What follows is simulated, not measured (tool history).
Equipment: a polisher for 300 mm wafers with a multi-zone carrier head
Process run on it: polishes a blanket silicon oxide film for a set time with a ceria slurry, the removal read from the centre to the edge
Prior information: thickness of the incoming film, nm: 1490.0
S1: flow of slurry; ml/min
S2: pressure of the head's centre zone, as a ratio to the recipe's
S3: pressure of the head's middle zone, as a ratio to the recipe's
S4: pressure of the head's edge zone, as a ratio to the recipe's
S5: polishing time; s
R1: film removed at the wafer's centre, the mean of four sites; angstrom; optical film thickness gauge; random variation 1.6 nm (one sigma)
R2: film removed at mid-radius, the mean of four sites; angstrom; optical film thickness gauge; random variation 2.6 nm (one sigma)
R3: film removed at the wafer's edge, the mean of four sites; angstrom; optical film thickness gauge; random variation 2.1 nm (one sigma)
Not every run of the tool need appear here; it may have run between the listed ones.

run	day	S1	S2	S3	S4	S5	R1	R2	R3
1	0	315	1	1	1	48	1762.7	1755.3	1851.4
2	0.138	320	1	1.02	1.02	49	1809.2	1835.8	1887.8
3	0.379	315	0.99	1.03	1.03	51	1856.1	1917	2004.8
4	0.5	275	0.99	1.03	1.03	51	1822.7	1901.5	1960.6
5	0.592	285	0.99	1.05	1.05	52	1853.5	1999.3	2033.8
6	0.642	285	0.99	1.05	1.05	56	2001.7	2115.6	2182
7	0.954	295	0.99	1.07	1.07	56	2009.6	2170.8	2209.9
8	1.112	305	0.99	1.08	1.08	56	2039.4	2177.2	2250.8
9	1.412	305	0.99	1.08	1.08	56	2010.2	2170.1	2257.8
10	1.658	310	0.99	1.09	1.08	56	1998.9	2217	2245.4

Estimate the outcome of run 11 from the log above:
11	1.862	315	0.99	1.1	1.09	56	?	?	?

R1: 2040.3 angstrom
R2: 2238.3 angstrom
R3: 2222.3 angstrom

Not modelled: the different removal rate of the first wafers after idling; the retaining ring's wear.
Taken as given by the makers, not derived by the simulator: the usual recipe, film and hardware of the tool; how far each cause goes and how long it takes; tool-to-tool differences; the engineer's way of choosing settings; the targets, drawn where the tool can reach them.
